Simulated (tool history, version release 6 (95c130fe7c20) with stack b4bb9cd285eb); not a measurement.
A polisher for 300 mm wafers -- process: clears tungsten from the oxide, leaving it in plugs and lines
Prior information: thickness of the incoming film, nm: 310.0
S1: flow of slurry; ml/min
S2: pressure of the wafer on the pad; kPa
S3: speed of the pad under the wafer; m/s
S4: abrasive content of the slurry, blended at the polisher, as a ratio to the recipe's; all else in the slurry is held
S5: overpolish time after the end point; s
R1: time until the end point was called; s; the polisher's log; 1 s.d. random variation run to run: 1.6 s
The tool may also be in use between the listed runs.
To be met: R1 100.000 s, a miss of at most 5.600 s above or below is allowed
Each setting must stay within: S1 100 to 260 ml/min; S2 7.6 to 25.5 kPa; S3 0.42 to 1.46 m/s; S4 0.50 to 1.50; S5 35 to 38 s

run,day,S1,S2,S3,S4,S5,R1
1,0.000,165,16.5,0.94,1.00,35,125.170
2,0.038,165,17.2,0.94,1.00,35,120.030
3,0.279,165,15.9,0.94,1.00,35,128.850
4,0.579,165,16.5,0.94,1.00,35,125.580
5,0.842,165,17.2,0.94,1.00,35,120.950
6,1.033,165,17.2,0.94,1.00,38,118.750
7,1.267,165,17.9,0.94,1.00,38,116.450
8,1.325,165,18.6,0.94,1.00,38,112.140
9,1.538,165,19.3,0.94,1.00,38,107.430

Which of these 4 next moves meets every target?
A,1.750,165,16.5,1.00,1.00,35,?
B,1.750,210,18.6,0.96,0.90,38,?
C,1.750,145,21.4,1.06,1.05,38,?
D,1.750,190,22.1,0.82,1.20,35,?

move,R1
A,118.580
B,108.830
C,88.684
D,99.082
A: the biggest miss grows against the last run
B: the biggest miss grows against the last run
C: the result that was furthest off in the last run now lies on the other side of its target
D: every result within its allowed miss
The move that meets every target is D.
